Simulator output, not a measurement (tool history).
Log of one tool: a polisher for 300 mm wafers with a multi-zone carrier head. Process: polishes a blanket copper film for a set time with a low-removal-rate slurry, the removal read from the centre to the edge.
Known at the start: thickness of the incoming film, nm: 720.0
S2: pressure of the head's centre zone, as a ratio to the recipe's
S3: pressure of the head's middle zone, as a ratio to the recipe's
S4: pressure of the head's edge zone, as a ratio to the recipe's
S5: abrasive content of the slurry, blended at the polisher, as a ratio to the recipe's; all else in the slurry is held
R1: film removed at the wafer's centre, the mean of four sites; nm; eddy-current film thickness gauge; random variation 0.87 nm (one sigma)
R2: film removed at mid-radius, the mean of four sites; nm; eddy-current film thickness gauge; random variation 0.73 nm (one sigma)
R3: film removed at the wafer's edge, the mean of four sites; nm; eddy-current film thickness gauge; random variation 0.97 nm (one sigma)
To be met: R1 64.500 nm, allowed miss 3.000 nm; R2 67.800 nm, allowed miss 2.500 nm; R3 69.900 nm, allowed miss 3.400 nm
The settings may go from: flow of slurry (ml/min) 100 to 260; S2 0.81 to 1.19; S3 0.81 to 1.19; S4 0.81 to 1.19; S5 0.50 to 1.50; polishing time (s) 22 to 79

run 1 day=0.000 | flow_of_slurry_(ml/min)=165 S2=1.00 S3=1.00 S4=1.00 S5=1.00 polishing_time_(s)=50 | R1=93.747 R2=95.693 R3=93.382
run 2 day=0.221 | flow_of_slurry_(ml/min)=160 S2=0.98 S3=0.98 S4=0.99 S5=0.90 polishing_time_(s)=49 | R1=85.906 R2=89.037 R3=89.546
run 3 day=0.467 | flow_of_slurry_(ml/min)=160 S2=1.02 S3=0.98 S4=0.99 S5=0.90 polishing_time_(s)=49 | R1=87.580 R2=89.642 R3=89.630
run 4 day=0.638 | flow_of_slurry_(ml/min)=160 S2=1.02 S3=0.98 S4=0.92 S5=0.90 polishing_time_(s)=49 | R1=91.793 R2=90.406 R3=85.684
run 5 day=0.717 | flow_of_slurry_(ml/min)=160 S2=1.02 S3=0.98 S4=0.92 S5=0.70 polishing_time_(s)=49 | R1=86.982 R2=84.913 R3=79.837
run 6 day=0.950 | flow_of_slurry_(ml/min)=155 S2=1.00 S3=0.97 S4=0.92 S5=0.65 polishing_time_(s)=49 | R1=82.779 R2=81.266 R3=79.009
run 7 day=1.096 | flow_of_slurry_(ml/min)=150 S2=0.98 S3=0.96 S4=0.91 S5=0.65 polishing_time_(s)=49 | R1=78.637 R2=81.389 R3=78.649
run 8 day=1.125 | flow_of_slurry_(ml/min)=145 S2=0.97 S3=0.95 S4=0.90 S5=0.65 polishing_time_(s)=49 | R1=79.748 R2=80.367 R3=77.596
run 9 day=1.179 | flow_of_slurry_(ml/min)=140 S2=0.95 S3=0.94 S4=0.90 S5=0.65 polishing_time_(s)=49 | R1=78.204 R2=78.723 R3=81.123
run 10 day=1.338 | flow_of_slurry_(ml/min)=140 S2=0.94 S3=0.94 S4=0.90 S5=0.65 polishing_time_(s)=48 | R1=75.308 R2=77.342 R3=75.541
run 11 day=1.504 | flow_of_slurry_(ml/min)=140 S2=0.94 S3=0.94 S4=0.90 S5=0.65 polishing_time_(s)=48 | R1=75.591 R2=77.889 R3=76.709
run 12 day=1.688 | flow_of_slurry_(ml/min)=140 S2=0.94 S3=0.94 S4=0.90 S5=0.65 polishing_time_(s)=48 | R1=75.196 R2=77.980 R3=78.422

Which of these 5 next moves meets every target?
run A day=1.871 | flow_of_slurry_(ml/min)=115 S2=0.94 S3=0.82 S4=1.03 S5=0.60 polishing_time_(s)=49 | R1=? R2=? R3=?
run B day=1.871 | flow_of_slurry_(ml/min)=120 S2=0.94 S3=0.85 S4=0.97 S5=0.70 polishing_time_(s)=42 | R1=? R2=? R3=?
run C day=1.871 | flow_of_slurry_(ml/min)=125 S2=0.95 S3=0.84 S4=0.82 S5=0.65 polishing_time_(s)=46 | R1=? R2=? R3=?
run D day=1.871 | flow_of_slurry_(ml/min)=105 S2=0.96 S3=0.98 S4=1.00 S5=0.55 polishing_time_(s)=44 | R1=? R2=? R3=?
run E day=1.871 | flow_of_slurry_(ml/min)=100 S2=0.86 S3=0.84 S4=1.02 S5=0.65 polishing_time_(s)=49 | R1=? R2=? R3=?

move=A R1=70.789 R2=68.085 R3=78.370
move=B R1=63.091 R2=62.195 R3=67.847
move=C R1=69.389 R2=67.050 R3=68.907
move=D R1=62.687 R2=67.362 R3=67.421
move=E R1=63.803 R2=68.556 R3=77.811
A: brings the result that was furthest off to its target, and leaves another outside
B: takes the result that was furthest off past its target
C: brings the result that was furthest off to its target, and leaves another outside
D: meets every target
E: brings the result that was furthest off to its target, and leaves another outside
Answer: D

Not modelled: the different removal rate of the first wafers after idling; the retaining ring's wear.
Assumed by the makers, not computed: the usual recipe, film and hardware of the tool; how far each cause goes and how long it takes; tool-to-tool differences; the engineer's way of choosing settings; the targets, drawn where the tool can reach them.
